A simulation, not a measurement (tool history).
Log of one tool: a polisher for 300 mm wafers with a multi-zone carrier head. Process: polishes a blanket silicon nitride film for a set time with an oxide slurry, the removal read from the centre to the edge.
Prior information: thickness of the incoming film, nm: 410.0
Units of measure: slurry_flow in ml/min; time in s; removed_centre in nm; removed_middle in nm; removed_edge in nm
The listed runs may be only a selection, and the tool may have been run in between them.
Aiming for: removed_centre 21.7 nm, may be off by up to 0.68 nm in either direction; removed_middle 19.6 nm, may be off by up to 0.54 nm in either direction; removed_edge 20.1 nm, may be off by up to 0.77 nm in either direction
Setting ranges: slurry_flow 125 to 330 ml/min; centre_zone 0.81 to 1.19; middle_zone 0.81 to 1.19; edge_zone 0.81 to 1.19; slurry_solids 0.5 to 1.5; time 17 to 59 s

run  hour  slurry_flow  centre_zone  middle_zone  edge_zone  slurry_solids  time  removed_centre  removed_middle  removed_edge
  1     0          210            1            1          1              1    38          24.352          23.939        24.501
  2   5.8          205            1         0.98       0.97           0.95    38          23.368           23.11        23.397
  3  11.1          205         0.95         0.98       0.97           0.95    38          22.175          23.243        23.738
  4  15.8          205         1.02         0.98       0.97           0.95    38          24.312          23.156        23.475
  5  19.2          200         1.02         0.96       0.95            0.9    38           22.81          22.086        22.406
  6    27          195         1.03         0.94       0.93            0.9    38          23.038           21.75        21.979
  7  35.9          190         1.03         0.92       0.92            0.9    38          23.084          21.345        22.027
  8  44.1          185         1.03         0.91        0.9            0.9    38          22.634          20.591        21.428
  9  47.9          180         1.03         0.91       0.89            0.9    38          22.811          20.604         21.34
 10  51.1          175         1.03         0.91       0.88            0.9    38          22.731          20.541          21.5
 11  52.9          175         1.03         0.91       0.87            0.9    38          22.822          20.512        21.609

4 next moves are on the table. One of them brings every result within its allowed miss. Which?
  A  54.7          210         1.07         0.95       0.93            0.7    40               ?               ?             ?
  B  54.7          125         0.96         0.81       0.81           1.35    35               ?               ?             ?
  C  54.7          130         0.92         0.85       0.85            0.9    45               ?               ?             ?
  D  54.7          175         1.01         0.92        0.9           0.95    39               ?               ?             ?

move  removed_centre  removed_middle  removed_edge
   A          21.656           19.92         19.88
   B          21.599          19.709        21.764
   C          22.069          21.811        23.557
   D          23.351          22.239        22.638
A: hits every target within its allowed miss
B: lands further from the targets than the last run did
C: lands further from the targets than the last run did
D: lands further from the targets than the last run did
The right move is A.

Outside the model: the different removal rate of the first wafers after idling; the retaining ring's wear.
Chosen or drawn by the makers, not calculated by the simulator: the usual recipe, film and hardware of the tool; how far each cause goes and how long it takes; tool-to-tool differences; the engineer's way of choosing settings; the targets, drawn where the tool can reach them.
